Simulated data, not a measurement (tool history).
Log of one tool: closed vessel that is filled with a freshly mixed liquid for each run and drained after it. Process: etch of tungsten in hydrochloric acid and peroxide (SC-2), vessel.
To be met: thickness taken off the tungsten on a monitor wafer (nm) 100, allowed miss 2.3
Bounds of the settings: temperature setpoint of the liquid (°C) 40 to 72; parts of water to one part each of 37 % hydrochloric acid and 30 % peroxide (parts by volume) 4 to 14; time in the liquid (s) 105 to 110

run,hour,temperature setpoint of the liquid (°C),parts of water to one part each of 37 % hydrochloric acid and 30 % peroxide (parts by volume),time in the liquid (s),thickness taken off the tungsten on a monitor wafer (nm)
1,0,56,7.5,105,71.141
2,7.1,49.5,7.5,105,46.659
3,14.2,49.5,7.5,105,46.65
4,21.3,51,7.5,105,51.681
5,29.5,51,5,105,69.969
6,30.1,51.5,5,105,72.49
7,33.2,52,5,105,74.534
8,38.6,52.5,5,105,77.108
9,43.2,53,5,105,79.426
10,47.5,53.5,5,105,81.628
11,50.9,54,5,105,85.267
12,53.5,54.5,5,105,87.894

4 next moves are on the table. One of them brings every result within its allowed miss. Which?
A,56.1,56,4.5,110,?
B,56.1,59.5,6,105,?
C,56.1,52.5,5,110,?
D,56.1,53.5,4,110,?

move,thickness taken off the tungsten on a monitor wafer (nm)
A,109.13
B,105.73
C,80.724
D,100.55
A: takes the result that was furthest off past its target
B: takes the result that was furthest off past its target
C: further off than the last run
D: meets every target
Answer: D

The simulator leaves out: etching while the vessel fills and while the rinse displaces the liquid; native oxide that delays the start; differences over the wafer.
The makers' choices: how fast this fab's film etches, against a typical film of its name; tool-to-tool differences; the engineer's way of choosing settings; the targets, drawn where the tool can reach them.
